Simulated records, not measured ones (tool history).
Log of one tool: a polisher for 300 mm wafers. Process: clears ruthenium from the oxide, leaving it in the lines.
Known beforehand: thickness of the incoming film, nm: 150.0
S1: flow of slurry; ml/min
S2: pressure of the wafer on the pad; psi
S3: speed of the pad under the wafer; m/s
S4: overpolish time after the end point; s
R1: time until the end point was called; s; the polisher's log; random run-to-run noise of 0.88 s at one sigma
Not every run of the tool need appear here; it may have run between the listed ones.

run 1 hour=0 | S1=245 S2=1.8 S3=1.04 S4=47 | R1=146.3
run 2 hour=1 | S1=245 S2=1.9 S3=1.04 S4=47 | R1=140.61
run 3 hour=9.9 | S1=245 S2=2.1 S3=1.04 S4=47 | R1=126.49
run 4 hour=14.9 | S1=245 S2=2.2 S3=1.04 S4=47 | R1=121.27
run 5 hour=17.1 | S1=245 S2=2.3 S3=1.04 S4=47 | R1=116.72
run 6 hour=24.6 | S1=245 S2=2.3 S3=1.04 S4=47 | R1=114.52
run 7 hour=26.7 | S1=250 S2=2.5 S3=1.04 S4=47 | R1=107.05

Run 8 comes next. What will it give?
run 8 hour=31.9 | S1=250 S2=2.6 S3=1.04 S4=47 | R1=?

{"run 8": {"R1": 102.45}}

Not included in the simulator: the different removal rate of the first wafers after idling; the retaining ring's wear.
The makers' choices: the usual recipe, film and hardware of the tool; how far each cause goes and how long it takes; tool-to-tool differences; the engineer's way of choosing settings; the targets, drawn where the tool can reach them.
